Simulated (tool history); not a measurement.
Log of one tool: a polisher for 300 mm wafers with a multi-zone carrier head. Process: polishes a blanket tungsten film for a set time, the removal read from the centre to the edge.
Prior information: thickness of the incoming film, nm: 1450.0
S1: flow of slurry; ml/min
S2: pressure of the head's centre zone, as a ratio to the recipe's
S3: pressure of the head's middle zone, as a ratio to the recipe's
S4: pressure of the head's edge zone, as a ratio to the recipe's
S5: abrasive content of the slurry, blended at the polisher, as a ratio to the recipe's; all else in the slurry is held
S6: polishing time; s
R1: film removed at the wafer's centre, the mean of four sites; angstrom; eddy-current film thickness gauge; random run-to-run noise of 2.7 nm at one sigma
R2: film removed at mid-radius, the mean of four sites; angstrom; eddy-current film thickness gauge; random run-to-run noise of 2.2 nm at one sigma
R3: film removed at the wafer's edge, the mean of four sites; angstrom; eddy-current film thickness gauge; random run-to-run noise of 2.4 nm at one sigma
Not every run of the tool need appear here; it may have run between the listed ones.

run	hour	S1	S2	S3	S4	S5	S6	R1	R2	R3
1	0.0	145	1.00	1.00	1.00	1.00	38	2738.7	2724.0	2721.6
2	5.5	145	0.97	1.00	1.00	1.00	38	2679.5	2707.0	2739.9
3	12.7	135	0.93	0.96	0.98	0.95	38	2499.5	2526.0	2692.9
4	14.1	135	0.86	0.96	0.98	0.95	38	2356.4	2514.0	2624.8
5	18.1	135	0.86	0.96	0.98	0.95	32	1958.0	2094.9	2216.5
6	26.3	135	0.86	0.89	0.98	0.95	32	1950.4	2052.5	2237.7
7	28.7	145	0.88	0.88	1.01	0.95	32	2026.2	2027.8	2304.0

What does the tool deliver on the next run?
8	31.5	150	0.88	0.89	1.02	1.00	32	?	?	?

Run 8 yielded R1 2124.3 angstrom, R2 2105.4 angstrom, R3 2328.4 angstrom.
